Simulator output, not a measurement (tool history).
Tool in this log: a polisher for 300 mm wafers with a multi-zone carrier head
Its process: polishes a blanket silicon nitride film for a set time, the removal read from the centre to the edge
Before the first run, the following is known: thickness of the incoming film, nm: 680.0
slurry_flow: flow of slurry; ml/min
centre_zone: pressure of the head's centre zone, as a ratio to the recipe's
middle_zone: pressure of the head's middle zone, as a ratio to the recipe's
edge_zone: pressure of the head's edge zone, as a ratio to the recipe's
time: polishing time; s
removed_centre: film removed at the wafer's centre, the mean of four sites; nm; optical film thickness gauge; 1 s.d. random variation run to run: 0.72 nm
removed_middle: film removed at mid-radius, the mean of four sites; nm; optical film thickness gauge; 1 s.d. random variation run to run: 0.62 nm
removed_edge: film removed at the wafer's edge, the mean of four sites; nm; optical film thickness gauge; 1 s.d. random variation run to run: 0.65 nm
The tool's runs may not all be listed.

| run | day | slurry_flow | centre_zone | middle_zone | edge_zone | time | removed_centre | removed_middle | removed_edge |
|---|---|---|---|---|---|---|---|---|---|
| 1 | 0.000 | 150 | 1.00 | 1.00 | 1.00 | 30 | 38.701 | 38.991 | 39.030 |
| 2 | 0.271 | 130 | 1.00 | 1.00 | 1.00 | 30 | 38.735 | 38.767 | 38.578 |
| 3 | 0.496 | 130 | 1.02 | 1.00 | 1.00 | 31 | 40.583 | 39.794 | 39.922 |
| 4 | 0.708 | 150 | 1.02 | 1.00 | 1.00 | 31 | 41.531 | 40.414 | 41.939 |
| 5 | 0.738 | 150 | 1.02 | 1.06 | 1.00 | 31 | 41.369 | 42.705 | 41.464 |
| 6 | 0.942 | 150 | 1.04 | 1.06 | 0.99 | 32 | 43.365 | 44.688 | 42.810 |
| 7 | 1.267 | 150 | 1.06 | 1.05 | 0.98 | 33 | 45.458 | 44.718 | 43.727 |
| 8 | 1.508 | 150 | 1.07 | 1.05 | 0.97 | 34 | 48.767 | 46.966 | 43.934 |
| 9 | 1.850 | 190 | 1.17 | 1.03 | 1.07 | 37 | 59.062 | 51.952 | 52.531 |
| 10 | 2.067 | 190 | 1.17 | 1.03 | 1.06 | 37 | 59.445 | 52.014 | 53.224 |

Estimate the outcome of run 11 from the log above:
| 11 | 2.104 | 190 | 1.17 | 1.03 | 1.05 | 37 | ? | ? | ? |

removed_centre: 60.404 nm
removed_middle: 51.519 nm
removed_edge: 51.220 nm
